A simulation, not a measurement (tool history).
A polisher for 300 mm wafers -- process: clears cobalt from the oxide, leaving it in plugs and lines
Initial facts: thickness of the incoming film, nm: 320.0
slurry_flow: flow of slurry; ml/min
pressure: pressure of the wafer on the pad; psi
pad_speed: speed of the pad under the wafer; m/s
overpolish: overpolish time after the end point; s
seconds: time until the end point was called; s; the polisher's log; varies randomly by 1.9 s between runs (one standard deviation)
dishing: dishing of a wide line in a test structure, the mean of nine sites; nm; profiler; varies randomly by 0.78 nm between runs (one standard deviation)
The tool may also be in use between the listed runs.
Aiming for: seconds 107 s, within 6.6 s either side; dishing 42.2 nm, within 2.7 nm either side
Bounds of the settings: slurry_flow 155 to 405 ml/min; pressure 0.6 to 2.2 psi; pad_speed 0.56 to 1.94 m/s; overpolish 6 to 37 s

run 1 day=0 | slurry_flow=260 pressure=1.4 pad_speed=1.24 overpolish=19 | seconds=76.252 dishing=40.129
run 2 day=0.354 | slurry_flow=260 pressure=1.4 pad_speed=0.98 overpolish=19 | seconds=94.269 dishing=36.583
run 3 day=0.654 | slurry_flow=260 pressure=1.4 pad_speed=0.96 overpolish=21 | seconds=96.511 dishing=38.882
run 4 day=0.833 | slurry_flow=260 pressure=1.4 pad_speed=0.82 overpolish=21 | seconds=105.76 dishing=35.875
run 5 day=1.179 | slurry_flow=260 pressure=1.4 pad_speed=0.82 overpolish=23 | seconds=107.16 dishing=39.287
run 6 day=1.396 | slurry_flow=260 pressure=1.4 pad_speed=1.06 overpolish=23 | seconds=88.065 dishing=43.485
run 7 day=1.667 | slurry_flow=260 pressure=1.3 pad_speed=1.06 overpolish=24 | seconds=97.27 dishing=42.525
run 8 day=1.925 | slurry_flow=260 pressure=1.3 pad_speed=1.06 overpolish=24 | seconds=94.051 dishing=41.954
run 9 day=1.988 | slurry_flow=260 pressure=1.3 pad_speed=1.06 overpolish=24 | seconds=95.045 dishing=41.823
run 10 day=2.092 | slurry_flow=260 pressure=1.3 pad_speed=1.06 overpolish=25 | seconds=94.736 dishing=42.612
run 11 day=2.362 | slurry_flow=260 pressure=1.3 pad_speed=1.06 overpolish=26 | seconds=93.717 dishing=43.589

Below are 4 possible settings for the next run. Only one of them brings all results inside the allowed miss of their targets. Which is it?
run A day=2.633 | slurry_flow=310 pressure=1.3 pad_speed=0.88 overpolish=28 | seconds=? dishing=?
run B day=2.633 | slurry_flow=260 pressure=1.2 pad_speed=1.16 overpolish=31 | seconds=? dishing=?
run C day=2.633 | slurry_flow=235 pressure=1.2 pad_speed=1.18 overpolish=24 | seconds=? dishing=?
run D day=2.633 | slurry_flow=255 pressure=1.7 pad_speed=0.84 overpolish=30 | seconds=? dishing=?

move=A seconds=108.21 dishing=43.29
move=B seconds=94.885 dishing=48.437
move=C seconds=94.257 dishing=42.843
move=D seconds=87.624 dishing=49.382
A: every result within its allowed miss
B: lands further from the targets than the last run did
C: neither nearer nor further off than the last run
D: lands further from the targets than the last run did
Correct choice: A, which meets every target
